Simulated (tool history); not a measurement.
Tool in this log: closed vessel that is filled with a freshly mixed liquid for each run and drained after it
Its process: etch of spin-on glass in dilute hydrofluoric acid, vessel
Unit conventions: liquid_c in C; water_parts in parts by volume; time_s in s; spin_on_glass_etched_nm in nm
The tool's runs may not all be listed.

| run | hour | liquid_c | water_parts | time_s | spin_on_glass_etched_nm |
|---|---|---|---|---|---|
| 1 | 0.0 | 20.0 | 50 | 90 | 49.127 |
| 2 | 4.9 | 20.0 | 45 | 90 | 54.396 |
| 3 | 13.4 | 17.0 | 45 | 90 | 47.916 |
| 4 | 15.4 | 17.0 | 50 | 90 | 42.835 |
| 5 | 23.3 | 19.5 | 50 | 90 | 47.738 |
| 6 | 25.5 | 19.5 | 50 | 95 | 50.134 |
| 7 | 29.4 | 19.0 | 50 | 95 | 49.569 |
| 8 | 32.3 | 19.0 | 50 | 95 | 49.235 |

For run 9, what comes out?
| 9 | 37.4 | 18.5 | 50 | 95 | ? |

spin_on_glass_etched_nm: 48.175 nm

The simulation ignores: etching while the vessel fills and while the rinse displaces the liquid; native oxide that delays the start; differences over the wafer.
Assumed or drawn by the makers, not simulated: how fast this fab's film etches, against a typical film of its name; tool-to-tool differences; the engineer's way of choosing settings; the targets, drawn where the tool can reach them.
